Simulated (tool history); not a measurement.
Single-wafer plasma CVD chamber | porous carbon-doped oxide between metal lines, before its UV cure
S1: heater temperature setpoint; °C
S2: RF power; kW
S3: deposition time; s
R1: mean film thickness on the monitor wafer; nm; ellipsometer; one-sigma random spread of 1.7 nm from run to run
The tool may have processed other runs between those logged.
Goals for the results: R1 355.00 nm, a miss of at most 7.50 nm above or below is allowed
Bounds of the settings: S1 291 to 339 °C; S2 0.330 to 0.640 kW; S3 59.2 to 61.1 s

Run 1, day 0.000: S1 315 °C, S2 0.485 kW, S3 59.2 s. Result: R1 303.91 nm.
Run 2, day 0.025: S1 324 °C, S2 0.485 kW, S3 59.2 s. Result: R1 293.22 nm.
Run 3, day 0.342: S1 324 °C, S2 0.485 kW, S3 61.1 s. Result: R1 302.44 nm.
Run 4, day 0.700: S1 315 °C, S2 0.485 kW, S3 61.1 s. Result: R1 315.43 nm.
Run 5, day 0.996: S1 313 °C, S2 0.490 kW, S3 61.1 s. Result: R1 315.73 nm.
Run 6, day 1.212: S1 311 °C, S2 0.500 kW, S3 61.1 s. Result: R1 328.53 nm.
Run 7, day 1.383: S1 309 °C, S2 0.505 kW, S3 61.1 s. Result: R1 329.29 nm.
Run 8, day 1.412: S1 308 °C, S2 0.510 kW, S3 61.1 s. Result: R1 335.50 nm.
Run 9, day 1.508: S1 308 °C, S2 0.510 kW, S3 61.1 s. Result: R1 333.51 nm.
Run 10, day 1.721: S1 307 °C, S2 0.515 kW, S3 61.1 s. Result: R1 338.54 nm.

Below are 5 possible settings for the next run. Only one of them brings all results inside the allowed miss of their targets. Which is it?
Run A, day 1.933: S1 299 °C, S2 0.450 kW, S3 59.2 s. Result: R1 ?.
Run B, day 1.933: S1 324 °C, S2 0.615 kW, S3 61.1 s. Result: R1 ?.
Run C, day 1.933: S1 310 °C, S2 0.510 kW, S3 59.6 s. Result: R1 ?.
Run D, day 1.933: S1 303 °C, S2 0.470 kW, S3 59.2 s. Result: R1 ?.
Run E, day 1.933: S1 309 °C, S2 0.505 kW, S3 59.3 s. Result: R1 ?.

move      R1
   A  315.25
   B  355.48
   C  327.26
   D  318.48
   E  325.06
A: its largest miss is bigger than the last run's
B: meets every target
C: its largest miss is bigger than the last run's
D: its largest miss is bigger than the last run's
E: its largest miss is bigger than the last run's
B is the move that brings every result within its allowed miss.
